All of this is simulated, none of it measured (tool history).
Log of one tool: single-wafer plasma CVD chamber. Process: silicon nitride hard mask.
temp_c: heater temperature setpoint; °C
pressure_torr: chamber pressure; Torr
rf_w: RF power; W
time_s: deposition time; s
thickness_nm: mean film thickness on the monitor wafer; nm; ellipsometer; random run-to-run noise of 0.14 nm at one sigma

run,hour,temp_c,pressure_torr,rf_w,time_s,thickness_nm
1,0.0,390,1.87,235,30.1,29.160
2,4.5,384,1.87,235,30.1,29.272
3,5.4,391,1.87,235,30.1,29.020
4,12.4,386,1.87,235,30.1,28.807
5,21.3,386,1.69,220,30.1,25.941
6,26.5,386,1.69,220,31.0,26.965

For run 7, what comes out?
7,28.9,386,1.54,220,31.0,?

{"run 7": {"thickness_nm": 26.01}}
